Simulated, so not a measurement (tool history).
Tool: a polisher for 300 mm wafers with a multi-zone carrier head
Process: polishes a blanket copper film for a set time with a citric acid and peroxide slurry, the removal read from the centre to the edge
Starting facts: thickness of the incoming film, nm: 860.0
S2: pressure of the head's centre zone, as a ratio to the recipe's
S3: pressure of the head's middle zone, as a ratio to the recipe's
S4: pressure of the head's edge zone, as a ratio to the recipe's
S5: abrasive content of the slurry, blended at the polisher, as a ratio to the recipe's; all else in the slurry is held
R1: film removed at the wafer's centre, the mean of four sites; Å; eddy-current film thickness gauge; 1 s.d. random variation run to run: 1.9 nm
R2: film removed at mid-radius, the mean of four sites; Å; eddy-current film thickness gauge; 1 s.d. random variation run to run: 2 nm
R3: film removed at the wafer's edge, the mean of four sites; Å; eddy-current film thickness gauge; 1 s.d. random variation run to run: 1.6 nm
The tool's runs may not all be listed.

{"run": 1, "day": 0.0, "flow of slurry (ml/min)": 185, "S2": 1.0, "S3": 1.0, "S4": 1.0, "S5": 1.0, "polishing time (s)": 65, "R1": 1443.8, "R2": 1415.1, "R3": 1387.3}
{"run": 2, "day": 0.312, "flow of slurry (ml/min)": 185, "S2": 0.96, "S3": 1.0, "S4": 1.0, "S5": 1.0, "polishing time (s)": 65, "R1": 1356.3, "R2": 1449.9, "R3": 1414.9}
{"run": 3, "day": 0.442, "flow of slurry (ml/min)": 185, "S2": 0.96, "S3": 1.0, "S4": 1.0, "S5": 1.05, "polishing time (s)": 65, "R1": 1366.1, "R2": 1439.5, "R3": 1420.8}
{"run": 4, "day": 0.525, "flow of slurry (ml/min)": 195, "S2": 0.96, "S3": 1.03, "S4": 1.0, "S5": 1.05, "polishing time (s)": 65, "R1": 1371.9, "R2": 1538.5, "R3": 1427.6}
{"run": 5, "day": 0.85, "flow of slurry (ml/min)": 195, "S2": 0.96, "S3": 1.03, "S4": 1.0, "S5": 1.05, "polishing time (s)": 54, "R1": 1181.4, "R2": 1247.5, "R3": 1169.8}
{"run": 6, "day": 1.204, "flow of slurry (ml/min)": 195, "S2": 0.96, "S3": 1.03, "S4": 0.91, "S5": 1.05, "polishing time (s)": 54, "R1": 1175.8, "R2": 1246.7, "R3": 1131.8}
{"run": 7, "day": 1.512, "flow of slurry (ml/min)": 200, "S2": 0.96, "S3": 1.04, "S4": 0.94, "S5": 1.15, "polishing time (s)": 56, "R1": 1228.5, "R2": 1349.7, "R3": 1211.6}

What does the tool deliver on the next run?
{"run": 8, "day": 1.692, "flow of slurry (ml/min)": 205, "S2": 0.96, "S3": 1.05, "S4": 0.96, "S5": 1.2, "polishing time (s)": 57, "R1": "?", "R2": "?", "R3": "?"}

{"run 8": {"R1": 1275.1, "R2": 1374.8, "R3": 1274.2}}

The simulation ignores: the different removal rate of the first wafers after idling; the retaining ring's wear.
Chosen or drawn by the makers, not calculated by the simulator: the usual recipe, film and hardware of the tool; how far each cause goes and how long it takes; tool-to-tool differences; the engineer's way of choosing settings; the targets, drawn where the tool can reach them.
